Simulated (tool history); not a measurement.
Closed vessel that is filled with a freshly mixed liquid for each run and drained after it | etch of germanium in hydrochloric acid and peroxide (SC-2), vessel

run,hour,temperature setpoint of the liquid (°C),parts of water to one part each of 37 % hydrochloric acid and 30 % peroxide (parts by volume),time in the liquid (s),thickness taken off the germanium on a monitor wafer (nm)
1,0,52,6.5,95,144.3
2,7.4,51.5,6.5,95,143.72
3,10.5,51.5,6.5,100,150.92
4,19.7,50.5,6.5,100,148.23
5,24,50,6.5,100,144.12
6,30.8,49.5,6.5,100,143.96
7,32.8,49,6.5,100,140.19
8,35.4,48.5,6.5,100,136.66
9,40.2,48,6.5,100,134.8

Run 10 comes next. What will it give?
10,41.3,48,6.5,100,?

{"run 10": {"thickness taken off the germanium on a monitor wafer (nm)": 135.88}}

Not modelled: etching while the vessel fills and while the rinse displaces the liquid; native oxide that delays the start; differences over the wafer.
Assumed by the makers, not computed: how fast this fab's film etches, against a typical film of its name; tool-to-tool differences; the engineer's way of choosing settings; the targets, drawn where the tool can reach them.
